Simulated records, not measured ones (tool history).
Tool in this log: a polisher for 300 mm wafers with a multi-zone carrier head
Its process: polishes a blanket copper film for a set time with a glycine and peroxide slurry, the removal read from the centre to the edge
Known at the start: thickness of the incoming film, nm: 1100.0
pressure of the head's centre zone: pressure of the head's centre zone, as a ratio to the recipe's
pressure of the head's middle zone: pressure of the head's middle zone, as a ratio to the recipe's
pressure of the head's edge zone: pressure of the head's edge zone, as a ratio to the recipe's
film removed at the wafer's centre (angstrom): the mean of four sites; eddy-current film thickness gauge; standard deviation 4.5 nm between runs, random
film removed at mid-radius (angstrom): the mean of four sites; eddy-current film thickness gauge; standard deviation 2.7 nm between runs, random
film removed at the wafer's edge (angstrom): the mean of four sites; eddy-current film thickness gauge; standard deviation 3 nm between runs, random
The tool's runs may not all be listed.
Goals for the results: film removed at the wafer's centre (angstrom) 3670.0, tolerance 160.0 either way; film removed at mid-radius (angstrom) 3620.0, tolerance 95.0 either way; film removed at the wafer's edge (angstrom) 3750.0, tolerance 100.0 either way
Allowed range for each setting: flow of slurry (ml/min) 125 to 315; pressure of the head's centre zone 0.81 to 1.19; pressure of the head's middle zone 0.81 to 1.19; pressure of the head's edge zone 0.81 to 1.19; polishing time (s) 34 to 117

| run | hour | flow of slurry (ml/min) | pressure of the head's centre zone | pressure of the head's middle zone | pressure of the head's edge zone | polishing time (s) | film removed at the wafer's centre (angstrom) | film removed at mid-radius (angstrom) | film removed at the wafer's edge (angstrom) |
|---|---|---|---|---|---|---|---|---|---|
| 1 | 0.0 | 205 | 1.00 | 1.00 | 1.00 | 75 | 4071.0 | 4105.4 | 4084.2 |
| 2 | 8.6 | 170 | 1.00 | 1.00 | 1.00 | 75 | 3924.4 | 3978.6 | 4031.9 |
| 3 | 16.7 | 170 | 1.00 | 1.00 | 1.00 | 86 | 4429.7 | 4577.5 | 4698.2 |
| 4 | 20.4 | 175 | 0.99 | 0.97 | 0.97 | 83 | 4401.0 | 4259.0 | 4413.6 |
| 5 | 28.5 | 175 | 0.99 | 0.97 | 0.97 | 100 | 5350.7 | 5152.1 | 5316.9 |
| 6 | 37.0 | 175 | 0.94 | 0.97 | 0.97 | 100 | 4994.6 | 5196.6 | 5315.4 |
| 7 | 42.4 | 175 | 0.91 | 0.94 | 0.93 | 94 | 4662.6 | 4739.3 | 4945.1 |
| 8 | 49.4 | 180 | 0.90 | 0.93 | 0.91 | 88 | 4377.2 | 4428.6 | 4591.4 |
| 9 | 50.4 | 150 | 0.88 | 0.88 | 0.83 | 72 | 3262.4 | 3340.7 | 3451.7 |
| 10 | 52.8 | 170 | 0.89 | 0.88 | 0.84 | 72 | 3368.4 | 3439.4 | 3603.0 |
| 11 | 57.1 | 180 | 0.90 | 0.88 | 0.84 | 72 | 3488.1 | 3469.8 | 3637.2 |
| 12 | 59.4 | 185 | 0.90 | 0.88 | 0.84 | 72 | 3477.7 | 3500.3 | 3611.3 |
| 13 | 62.2 | 195 | 0.90 | 0.88 | 0.85 | 72 | 3522.6 | 3524.3 | 3721.0 |

5 candidate next runs follow, results not yet known. Just one meets every target within its allowed miss. Identify it.
| A | 65.0 | 190 | 0.86 | 0.92 | 0.88 | 71 | ? | ? | ? |
| B | 65.0 | 155 | 0.86 | 0.83 | 0.83 | 76 | ? | ? | ? |
| C | 65.0 | 240 | 0.95 | 0.84 | 0.92 | 70 | ? | ? | ? |
| D | 65.0 | 210 | 0.92 | 0.88 | 0.85 | 73 | ? | ? | ? |
| E | 65.0 | 190 | 1.00 | 0.83 | 0.82 | 74 | ? | ? | ? |

| move | film removed at the wafer's centre (angstrom) | film removed at mid-radius (angstrom) | film removed at the wafer's edge (angstrom) |
|---|---|---|---|
| A | 3328.3 | 3622.6 | 3630.2 |
| B | 3407.5 | 3425.9 | 3684.1 |
| C | 3768.6 | 3427.6 | 3751.9 |
| D | 3727.9 | 3646.5 | 3720.3 |
| E | 4036.1 | 3465.8 | 3670.7 |
A: gets the furthest-off result to its target, but another result is out of tolerance
B: further off than the last run
C: further off than the last run
D: in spec on every target
E: further off than the last run
Correct choice: D, which meets every target

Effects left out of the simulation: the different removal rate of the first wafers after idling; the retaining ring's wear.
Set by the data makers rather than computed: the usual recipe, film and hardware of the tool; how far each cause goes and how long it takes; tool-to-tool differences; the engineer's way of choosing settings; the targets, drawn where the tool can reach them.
